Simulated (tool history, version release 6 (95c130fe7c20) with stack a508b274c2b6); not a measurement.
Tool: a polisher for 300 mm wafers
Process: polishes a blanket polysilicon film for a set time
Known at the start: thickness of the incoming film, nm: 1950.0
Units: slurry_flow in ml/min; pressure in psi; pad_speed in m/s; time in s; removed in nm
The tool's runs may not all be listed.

run 1 hour=0.0 | slurry_flow=220 pressure=2.6 pad_speed=1.08 time=105 | removed=707.57
run 2 hour=3.8 | slurry_flow=220 pressure=2.6 pad_speed=1.08 time=110 | removed=737.50
run 3 hour=12.6 | slurry_flow=225 pressure=2.8 pad_speed=1.08 time=110 | removed=804.49
run 4 hour=20.3 | slurry_flow=225 pressure=2.8 pad_speed=1.08 time=110 | removed=789.71
run 5 hour=22.3 | slurry_flow=255 pressure=2.8 pad_speed=1.08 time=110 | removed=813.07
run 6 hour=25.2 | slurry_flow=255 pressure=3.4 pad_speed=1.08 time=110 | removed=967.41
run 7 hour=31.3 | slurry_flow=260 pressure=3.5 pad_speed=1.10 time=110 | removed=1026.60
run 8 hour=32.1 | slurry_flow=260 pressure=3.6 pad_speed=1.12 time=110 | removed=1074.50

The next listed run, before its measurement:
run 9 hour=36.0 | slurry_flow=260 pressure=3.7 pad_speed=1.14 time=110 | removed=?

Run 9 gave removed 1114.30 nm.

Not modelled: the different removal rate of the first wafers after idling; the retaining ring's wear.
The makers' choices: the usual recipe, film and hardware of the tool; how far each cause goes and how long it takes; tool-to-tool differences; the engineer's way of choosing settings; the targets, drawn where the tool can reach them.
